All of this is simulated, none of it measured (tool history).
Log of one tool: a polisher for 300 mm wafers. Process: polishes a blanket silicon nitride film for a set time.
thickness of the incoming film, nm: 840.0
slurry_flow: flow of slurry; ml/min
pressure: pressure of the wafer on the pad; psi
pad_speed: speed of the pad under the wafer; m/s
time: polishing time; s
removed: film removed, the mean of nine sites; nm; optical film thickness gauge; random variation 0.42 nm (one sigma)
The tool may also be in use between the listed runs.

run,day,slurry_flow,pressure,pad_speed,time,removed
1,0,270,3,1.36,28,59.192
2,0.083,225,3,1.36,28,57.888
3,0.267,225,3,1.56,28,63.929
4,0.642,225,2.8,1.56,28,60.405
# day 0.867: slurry nozzle cleaned
5,0.867,225,2.8,1.74,28,72.012
6,1.033,225,2.8,2.02,28,79.241
7,1.104,225,2,1.64,25,44.351

Run 8 comes next. What will it give?
8,1.192,225,1.8,1.64,25,?

{"run 8": {"removed": 40.832}}
